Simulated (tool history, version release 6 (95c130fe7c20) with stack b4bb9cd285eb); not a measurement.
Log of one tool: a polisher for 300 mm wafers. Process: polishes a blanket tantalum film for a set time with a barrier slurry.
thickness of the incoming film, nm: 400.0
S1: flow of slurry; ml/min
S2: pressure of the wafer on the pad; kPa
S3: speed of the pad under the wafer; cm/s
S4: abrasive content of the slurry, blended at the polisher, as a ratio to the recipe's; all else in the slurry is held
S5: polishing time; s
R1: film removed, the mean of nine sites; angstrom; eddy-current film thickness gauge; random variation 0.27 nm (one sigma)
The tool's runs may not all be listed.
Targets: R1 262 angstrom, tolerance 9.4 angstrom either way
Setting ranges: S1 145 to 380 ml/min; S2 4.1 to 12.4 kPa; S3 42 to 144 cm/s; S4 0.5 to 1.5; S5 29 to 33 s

run,day,S1,S2,S3,S4,S5,R1
1,0,245,8.3,92,1,33,348.46
2,0.15,280,8.3,92,1,33,347.07
3,0.254,280,8.3,92,1.2,33,371.29
4,0.533,280,8.3,92,1.3,33,377.77
5,0.562,280,7.6,92,1.3,33,338.09
6,0.6,280,7.6,104,1.3,33,376.55
7,0.75,280,6.9,104,1.3,33,344.97
8,0.875,280,6.9,104,1.3,33,347.2
9,1.042,275,4.8,102,1.3,33,245.41
10,1.1,280,5.5,102,1.3,33,275.35

Below are 4 possible settings for the next run. Only one of them brings all results inside the allowed miss of their targets. Which is it?
A,1.158,320,5.5,114,1.25,32,?
B,1.158,260,4.1,134,1.35,31,?
C,1.158,335,4.8,112,1.25,33,?
D,1.158,340,6.2,86,1.2,30,?

move,R1
A,288.98
B,242.56
C,259.65
D,245.28
A: the biggest miss grows against the last run
B: takes the biggest miss from the last run beyond its target
C: each result inside its tolerance
D: takes the biggest miss from the last run beyond its target
C is the move that brings every result within its allowed miss.
